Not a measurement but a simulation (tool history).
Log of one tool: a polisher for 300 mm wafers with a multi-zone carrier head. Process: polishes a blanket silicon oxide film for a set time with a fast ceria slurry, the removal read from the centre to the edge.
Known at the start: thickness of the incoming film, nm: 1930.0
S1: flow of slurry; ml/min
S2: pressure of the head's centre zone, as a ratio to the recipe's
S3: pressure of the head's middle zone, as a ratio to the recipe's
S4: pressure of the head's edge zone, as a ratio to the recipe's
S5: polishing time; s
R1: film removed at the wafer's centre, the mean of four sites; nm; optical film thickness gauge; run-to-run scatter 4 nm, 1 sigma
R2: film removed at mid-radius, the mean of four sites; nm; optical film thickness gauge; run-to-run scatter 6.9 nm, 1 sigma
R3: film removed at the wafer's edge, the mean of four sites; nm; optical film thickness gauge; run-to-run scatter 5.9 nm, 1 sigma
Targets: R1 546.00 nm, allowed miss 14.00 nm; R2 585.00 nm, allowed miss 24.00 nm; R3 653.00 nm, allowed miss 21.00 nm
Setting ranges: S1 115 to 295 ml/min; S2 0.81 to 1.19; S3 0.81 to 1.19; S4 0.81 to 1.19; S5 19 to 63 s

| run | hour | S1 | S2 | S3 | S4 | S5 | R1 | R2 | R3 |
|---|---|---|---|---|---|---|---|---|---|
| 1 | 0.0 | 190 | 1.00 | 1.00 | 1.00 | 41 | 467.71 | 470.97 | 479.70 |
| 2 | 2.6 | 195 | 0.99 | 1.00 | 1.02 | 42 | 487.08 | 492.58 | 495.73 |
| 3 | 8.2 | 190 | 0.97 | 0.99 | 1.04 | 43 | 479.81 | 483.97 | 519.90 |
| 4 | 15.3 | 195 | 0.97 | 1.00 | 1.05 | 44 | 494.45 | 501.14 | 516.45 |
| 5 | 20.8 | 190 | 0.96 | 1.00 | 1.05 | 45 | 503.58 | 523.09 | 538.94 |
|  | 25.5 | slurry nozzle cleaned |
| 6 | 25.5 | 190 | 0.95 | 1.00 | 1.06 | 46 | 562.15 | 572.62 | 581.70 |
| 7 | 32.5 | 185 | 0.93 | 0.99 | 1.07 | 46 | 537.31 | 564.17 | 586.84 |
| 8 | 38.5 | 205 | 0.91 | 0.97 | 1.17 | 48 | 567.33 | 576.14 | 637.22 |
| 9 | 44.1 | 205 | 0.91 | 0.97 | 1.17 | 48 | 576.73 | 601.92 | 638.78 |
| 10 | 45.6 | 200 | 0.90 | 0.96 | 1.17 | 48 | 567.25 | 568.96 | 643.48 |
| 11 | 54.6 | 190 | 0.85 | 1.00 | 1.19 | 49 | 549.98 | 616.52 | 669.35 |

Of the 5 settings listed for the next run, only one would bring every result within its allowed miss of target. Which one?
| A | 63.6 | 185 | 0.83 | 1.02 | 1.13 | 50 | ? | ? | ? |
| B | 63.6 | 125 | 0.87 | 1.02 | 1.18 | 57 | ? | ? | ? |
| C | 63.6 | 245 | 0.91 | 0.96 | 1.19 | 47 | ? | ? | ? |
| D | 63.6 | 210 | 0.84 | 0.95 | 1.16 | 48 | ? | ? | ? |
| E | 63.6 | 225 | 0.87 | 1.07 | 1.19 | 47 | ? | ? | ? |

| move | R1 | R2 | R3 |
|---|---|---|---|
| A | 548.98 | 625.94 | 651.20 |
| B | 585.46 | 654.68 | 714.01 |
| C | 573.29 | 582.38 | 648.86 |
| D | 542.95 | 577.51 | 643.80 |
| E | 550.26 | 631.38 | 642.52 |
A: its largest miss is bigger than the last run's
B: its largest miss is bigger than the last run's
C: brings the last run's worst result on target, with another outside its allowed miss
D: in spec on every target
E: its largest miss is bigger than the last run's
D is the move that brings every result within its allowed miss.

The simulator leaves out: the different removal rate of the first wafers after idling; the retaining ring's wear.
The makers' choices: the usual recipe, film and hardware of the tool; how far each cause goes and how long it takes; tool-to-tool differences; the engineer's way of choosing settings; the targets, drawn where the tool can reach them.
